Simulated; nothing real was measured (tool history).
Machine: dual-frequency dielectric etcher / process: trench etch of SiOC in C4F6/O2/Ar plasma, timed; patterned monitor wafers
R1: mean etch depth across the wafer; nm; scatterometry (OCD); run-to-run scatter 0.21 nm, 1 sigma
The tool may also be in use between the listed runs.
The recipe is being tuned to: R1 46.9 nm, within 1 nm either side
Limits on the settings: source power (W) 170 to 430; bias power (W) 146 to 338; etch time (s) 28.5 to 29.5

{"run": 1, "hour": 0.0, "source power (W)": 300, "bias power (W)": 242, "etch time (s)": 28.5, "R1": 53.489}
{"run": 2, "hour": 8.9, "source power (W)": 270, "bias power (W)": 242, "etch time (s)": 28.5, "R1": 51.295}
{"run": 3, "hour": 12.7, "source power (W)": 260, "bias power (W)": 240, "etch time (s)": 28.5, "R1": 50.318}
{"run": 4, "hour": 16.2, "source power (W)": 260, "bias power (W)": 272, "etch time (s)": 28.5, "R1": 52.611}
{"run": 5, "hour": 20.2, "source power (W)": 290, "bias power (W)": 272, "etch time (s)": 28.5, "R1": 54.184}
{"run": 6, "hour": 23.3, "source power (W)": 290, "bias power (W)": 290, "etch time (s)": 28.5, "R1": 55.024}
{"run": 7, "hour": 27.5, "source power (W)": 260, "bias power (W)": 282, "etch time (s)": 28.5, "R1": 52.986}
{"hour": 36.1, "done": "wet clean of the chamber"}
{"run": 8, "hour": 36.1, "source power (W)": 240, "bias power (W)": 276, "etch time (s)": 28.5, "R1": 53.311}
{"run": 9, "hour": 41.3, "source power (W)": 230, "bias power (W)": 256, "etch time (s)": 28.5, "R1": 50.914}
{"run": 10, "hour": 42.8, "source power (W)": 220, "bias power (W)": 246, "etch time (s)": 28.5, "R1": 49.515}
{"run": 11, "hour": 48.6, "source power (W)": 180, "bias power (W)": 239, "etch time (s)": 28.5, "R1": 45.746}
{"run": 12, "hour": 51.6, "source power (W)": 180, "bias power (W)": 240, "etch time (s)": 28.5, "R1": 45.922}
{"run": 13, "hour": 54.7, "source power (W)": 180, "bias power (W)": 241, "etch time (s)": 28.5, "R1": 45.611}

Which single option among these 5 for the next run brings every result within its allowed miss of target? Just one does.
{"run": "A", "hour": 57.8, "source power (W)": 170, "bias power (W)": 215, "etch time (s)": 28.5, "R1": "?"}
{"run": "B", "hour": 57.8, "source power (W)": 180, "bias power (W)": 217, "etch time (s)": 28.5, "R1": "?"}
{"run": "C", "hour": 57.8, "source power (W)": 170, "bias power (W)": 235, "etch time (s)": 28.5, "R1": "?"}
{"run": "D", "hour": 57.8, "source power (W)": 170, "bias power (W)": 238, "etch time (s)": 28.5, "R1": "?"}
{"run": "E", "hour": 57.8, "source power (W)": 170, "bias power (W)": 240, "etch time (s)": 29.5, "R1": "?"}

move=A R1=43.222
move=B R1=44.227
move=C R1=44.367
move=D R1=44.535
move=E R1=46.213
A: lands further from the targets than the last run did
B: lands further from the targets than the last run did
C: lands further from the targets than the last run did
D: lands further from the targets than the last run did
E: meets every target
So the answer is move E, the one that meets all the targets.

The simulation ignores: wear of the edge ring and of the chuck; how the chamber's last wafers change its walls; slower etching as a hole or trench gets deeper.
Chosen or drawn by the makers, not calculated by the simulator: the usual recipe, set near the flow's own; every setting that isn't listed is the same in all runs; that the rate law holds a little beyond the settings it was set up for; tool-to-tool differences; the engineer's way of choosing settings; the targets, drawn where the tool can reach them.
